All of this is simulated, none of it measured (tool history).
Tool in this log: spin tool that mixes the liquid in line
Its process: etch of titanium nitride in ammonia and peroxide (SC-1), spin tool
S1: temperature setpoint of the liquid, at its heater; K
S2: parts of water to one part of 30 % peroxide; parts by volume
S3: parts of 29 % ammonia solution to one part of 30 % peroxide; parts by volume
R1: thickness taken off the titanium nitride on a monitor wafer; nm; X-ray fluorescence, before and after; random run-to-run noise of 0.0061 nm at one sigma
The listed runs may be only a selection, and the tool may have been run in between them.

Run 1, hour 0: S1 320.15 K, S2 20.5 parts by volume, S3 0.5 parts by volume, time under the liquid (s) 60. Result: R1 1.2244 nm.
Run 2, hour 2.2: S1 320.15 K, S2 20.5 parts by volume, S3 0.45 parts by volume, time under the liquid (s) 60. Result: R1 1.2146 nm.
Run 3, hour 7.9: S1 317.65 K, S2 20.5 parts by volume, S3 0.45 parts by volume, time under the liquid (s) 60. Result: R1 1.0188 nm.
Run 4, hour 9.2: S1 315.65 K, S2 20.5 parts by volume, S3 0.45 parts by volume, time under the liquid (s) 60. Result: R1 0.87671 nm.
Run 5, hour 16.2: S1 322.65 K, S2 20.5 parts by volume, S3 0.45 parts by volume, time under the liquid (s) 60. Result: R1 1.437 nm.
Run 6, hour 19.4: S1 322.65 K, S2 20.5 parts by volume, S3 0.3 parts by volume, time under the liquid (s) 60. Result: R1 1.3644 nm.
Run 7, hour 21.3: S1 319.65 K, S2 20.5 parts by volume, S3 0.3 parts by volume, time under the liquid (s) 60. Result: R1 1.0772 nm.
Run 8, hour 28.3: S1 317.65 K, S2 20.5 parts by volume, S3 0.3 parts by volume, time under the liquid (s) 60. Result: R1 0.94584 nm.

The next listed run, before its measurement:
Run 9, hour 29.3: S1 316.15 K, S2 20.5 parts by volume, S3 0.3 parts by volume, time under the liquid (s) 60. Result: R1 ?.

R1: 0.83714 nm
